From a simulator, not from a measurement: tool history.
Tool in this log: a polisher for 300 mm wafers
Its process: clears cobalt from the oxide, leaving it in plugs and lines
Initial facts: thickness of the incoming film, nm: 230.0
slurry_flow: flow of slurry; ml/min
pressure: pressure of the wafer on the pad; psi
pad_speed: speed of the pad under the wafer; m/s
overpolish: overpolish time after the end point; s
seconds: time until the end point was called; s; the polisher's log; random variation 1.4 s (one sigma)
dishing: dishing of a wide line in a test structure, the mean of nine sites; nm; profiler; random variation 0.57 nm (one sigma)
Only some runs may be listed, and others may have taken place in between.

run 1 hour=0 | slurry_flow=125 pressure=2.1 pad_speed=0.98 overpolish=20 | seconds=42.599 dishing=48.224
run 2 hour=0.9 | slurry_flow=120 pressure=1.7 pad_speed=0.92 overpolish=22 | seconds=55.343 dishing=46.624
run 3 hour=3.5 | slurry_flow=120 pressure=1.5 pad_speed=0.88 overpolish=23 | seconds=63.696 dishing=43.523
run 4 hour=4.2 | slurry_flow=120 pressure=1.5 pad_speed=0.78 overpolish=23 | seconds=74.419 dishing=42.473
run 5 hour=5.4 | slurry_flow=120 pressure=1 pad_speed=0.78 overpolish=23 | seconds=107.03 dishing=34.422
run 6 hour=9.4 | slurry_flow=120 pressure=1 pad_speed=0.92 overpolish=23 | seconds=89.369 dishing=36.354

Run 7, settings as shown, results not yet in. Your forecast:
run 7 hour=14 | slurry_flow=120 pressure=1 pad_speed=0.9 overpolish=26 | seconds=? dishing=?

seconds: 93.928 s
dishing: 38.948 nm
